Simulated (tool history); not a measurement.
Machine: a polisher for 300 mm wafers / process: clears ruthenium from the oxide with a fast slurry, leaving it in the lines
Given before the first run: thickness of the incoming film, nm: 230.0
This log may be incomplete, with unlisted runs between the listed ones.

run,day,flow of slurry (ml/min),pressure of the wafer on the pad (psi),speed of the pad under the wafer (m/s),abrasive content of the slurry,overpolish time after the end point (s),time until the end point was called (s),dishing of a wide line in a test structure (angstrom)
1,0,170,3.5,1.16,1,29,43.37,962.9
2,0.05,170,3.5,1.16,1,38,44.87,1096.7
3,0.129,170,3.5,0.94,1,38,53.23,991.39
4,0.492,170,3.5,0.94,1,34,52.556,897.84
5,0.808,170,3.5,0.82,1,34,60.051,829.05
6,1.175,170,3.6,0.82,1,31,58.002,797.75

The next listed run, before its measurement:
7,1.512,170,3.6,0.82,1,29,?,?

time until the end point was called (s): 59.914
dishing of a wide line in a test structure (angstrom): 752.28
